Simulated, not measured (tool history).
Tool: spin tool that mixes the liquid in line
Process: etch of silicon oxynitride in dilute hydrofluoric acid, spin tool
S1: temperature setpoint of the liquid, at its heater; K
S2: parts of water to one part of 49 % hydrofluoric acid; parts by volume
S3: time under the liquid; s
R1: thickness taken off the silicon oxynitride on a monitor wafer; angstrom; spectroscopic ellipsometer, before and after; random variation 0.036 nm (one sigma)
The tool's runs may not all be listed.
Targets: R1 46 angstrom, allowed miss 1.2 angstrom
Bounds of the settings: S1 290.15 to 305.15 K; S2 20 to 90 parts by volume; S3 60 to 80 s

run  hour      S1  S2  S3      R1
  1     0  297.15  50  80  22.954
  2   5.3  298.65  45  80  27.267
  3  13.3  298.65  45  80  27.494
  4  19.7  300.15  45  80  29.636
  5    23  301.15  45  80  30.959
  6  26.1  302.15  45  80    32.4
  7  30.7  302.65  45  80   33.84
  8  38.2  303.15  45  80   34.29
  9  43.2  303.65  45  80  34.981
 10  45.3  305.15  35  80  48.082

4 next moves are on the table. One of them brings every result within its allowed miss. Which?
  A  47.4  302.15  30  80   ?
  B  47.4  304.65  30  70   ?
  C  47.4  305.15  35  75   ?
  D  47.4  302.15  25  65   ?

move      R1
   A  49.478
   B  48.725
   C   45.58
   D  48.428
A: further off than the last run
B: further off than the last run
C: meets every target
D: further off than the last run
Answer: C
